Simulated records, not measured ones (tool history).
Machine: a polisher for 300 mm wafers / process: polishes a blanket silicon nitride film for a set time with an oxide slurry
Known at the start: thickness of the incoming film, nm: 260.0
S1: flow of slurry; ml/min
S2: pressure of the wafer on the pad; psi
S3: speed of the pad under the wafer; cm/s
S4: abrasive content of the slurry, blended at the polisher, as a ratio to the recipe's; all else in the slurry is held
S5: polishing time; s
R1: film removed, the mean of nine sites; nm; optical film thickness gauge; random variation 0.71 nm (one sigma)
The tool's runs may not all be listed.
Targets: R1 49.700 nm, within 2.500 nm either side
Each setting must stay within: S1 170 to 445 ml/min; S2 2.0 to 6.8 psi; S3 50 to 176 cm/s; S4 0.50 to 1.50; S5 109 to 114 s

| run | day | S1 | S2 | S3 | S4 | S5 | R1 |
|---|---|---|---|---|---|---|---|
| 1 | 0.000 | 285 | 4.4 | 112 | 1.00 | 109 | 102.610 |
| 2 | 0.283 | 285 | 4.4 | 112 | 0.85 | 109 | 91.352 |
| 3 | 0.575 | 285 | 3.9 | 110 | 0.85 | 109 | 82.189 |
| 4 | 0.912 | 285 | 3.5 | 106 | 0.85 | 109 | 73.326 |
| 5 | 1.246 | 285 | 3.5 | 128 | 0.85 | 109 | 84.250 |
| 6 | 1.529 | 285 | 3.5 | 146 | 0.85 | 109 | 93.041 |
| 7 | 1.700 | 285 | 3.2 | 138 | 0.85 | 109 | 81.400 |
| 8 | 1.975 | 285 | 3.0 | 132 | 0.85 | 109 | 72.344 |
| 9 | 2.304 | 285 | 2.8 | 130 | 0.85 | 109 | 69.963 |
| 10 | 2.338 | 285 | 2.6 | 126 | 0.85 | 109 | 62.128 |
| 11 | 2.417 | 285 | 2.0 | 118 | 0.85 | 109 | 46.077 |

Pick the move, out of 4, that brings all results within their allowed miss; only one does.
| A | 2.496 | 305 | 2.1 | 140 | 0.85 | 109 | ? |
| B | 2.496 | 170 | 3.0 | 112 | 0.55 | 114 | ? |
| C | 2.496 | 240 | 2.1 | 142 | 0.85 | 114 | ? |
| D | 2.496 | 200 | 2.8 | 106 | 0.85 | 109 | ? |

| move | R1 |
|---|---|
| A | 55.571 |
| B | 50.077 |
| C | 57.919 |
| D | 56.875 |
A: takes the result that was furthest off past its target
B: meets every target
C: takes the result that was furthest off past its target
D: takes the result that was furthest off past its target
B meets every target.

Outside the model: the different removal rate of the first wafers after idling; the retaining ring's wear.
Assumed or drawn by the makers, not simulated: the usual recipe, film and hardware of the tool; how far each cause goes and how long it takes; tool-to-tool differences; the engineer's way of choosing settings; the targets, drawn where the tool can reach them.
